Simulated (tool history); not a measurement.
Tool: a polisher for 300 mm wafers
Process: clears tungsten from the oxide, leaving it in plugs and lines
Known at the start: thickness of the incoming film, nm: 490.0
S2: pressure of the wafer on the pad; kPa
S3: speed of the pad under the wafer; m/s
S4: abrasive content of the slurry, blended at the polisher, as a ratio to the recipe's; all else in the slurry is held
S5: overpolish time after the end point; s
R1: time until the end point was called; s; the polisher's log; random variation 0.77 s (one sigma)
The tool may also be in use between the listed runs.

Run 1, hour 0.0: flow of slurry (ml/min) 300, S2 29.6 kPa, S3 1.38 m/s, S4 1.0, S5 47 s. Result: R1 85.155 s.
Run 2, hour 4.6: flow of slurry (ml/min) 300, S2 29.6 kPa, S3 1.38 m/s, S4 0.9, S5 47 s. Result: R1 87.055 s.
Run 3, hour 7.2: flow of slurry (ml/min) 300, S2 31.7 kPa, S3 1.38 m/s, S4 0.9, S5 47 s. Result: R1 81.728 s.
Run 4, hour 15.5: flow of slurry (ml/min) 300, S2 31.7 kPa, S3 1.38 m/s, S4 0.9, S5 51 s. Result: R1 80.572 s.
Run 5, hour 16.9: flow of slurry (ml/min) 300, S2 33.1 kPa, S3 1.38 m/s, S4 0.9, S5 51 s. Result: R1 79.296 s.
Run 6, hour 21.4: flow of slurry (ml/min) 355, S2 33.1 kPa, S3 1.38 m/s, S4 0.9, S5 51 s. Result: R1 77.120 s.
Run 7, hour 27.0: flow of slurry (ml/min) 355, S2 34.5 kPa, S3 1.38 m/s, S4 0.9, S5 51 s. Result: R1 75.020 s.

Forecast run 8:
Run 8, hour 30.9: flow of slurry (ml/min) 355, S2 34.5 kPa, S3 1.38 m/s, S4 0.9, S5 51 s. Result: R1 ?.

R1: 74.689 s
